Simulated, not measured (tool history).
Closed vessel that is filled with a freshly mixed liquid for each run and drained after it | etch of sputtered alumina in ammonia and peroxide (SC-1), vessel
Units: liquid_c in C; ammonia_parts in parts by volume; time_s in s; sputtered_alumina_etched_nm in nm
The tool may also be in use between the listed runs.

run 1 day=0 | liquid_c=51 ammonia_parts=0.45 time_s=185 | sputtered_alumina_etched_nm=8.4475
run 2 day=0.042 | liquid_c=46 ammonia_parts=0.45 time_s=185 | sputtered_alumina_etched_nm=6.4638
run 3 day=0.375 | liquid_c=44 ammonia_parts=0.45 time_s=185 | sputtered_alumina_etched_nm=5.7631
run 4 day=0.612 | liquid_c=44 ammonia_parts=0.4 time_s=185 | sputtered_alumina_etched_nm=5.5684
run 5 day=0.975 | liquid_c=42.5 ammonia_parts=0.4 time_s=185 | sputtered_alumina_etched_nm=5.1253
run 6 day=1.167 | liquid_c=47.5 ammonia_parts=0.4 time_s=185 | sputtered_alumina_etched_nm=6.9143
run 7 day=1.417 | liquid_c=45 ammonia_parts=0.4 time_s=185 | sputtered_alumina_etched_nm=6.0634
run 8 day=1.792 | liquid_c=43.5 ammonia_parts=0.4 time_s=185 | sputtered_alumina_etched_nm=5.4709
run 9 day=1.962 | liquid_c=42.5 ammonia_parts=0.4 time_s=185 | sputtered_alumina_etched_nm=5.1615
run 10 day=2.025 | liquid_c=41.5 ammonia_parts=0.4 time_s=185 | sputtered_alumina_etched_nm=4.8716

The next listed run, before its measurement:
run 11 day=2.362 | liquid_c=41 ammonia_parts=0.4 time_s=185 | sputtered_alumina_etched_nm=?

sputtered_alumina_etched_nm: 4.7329 nm
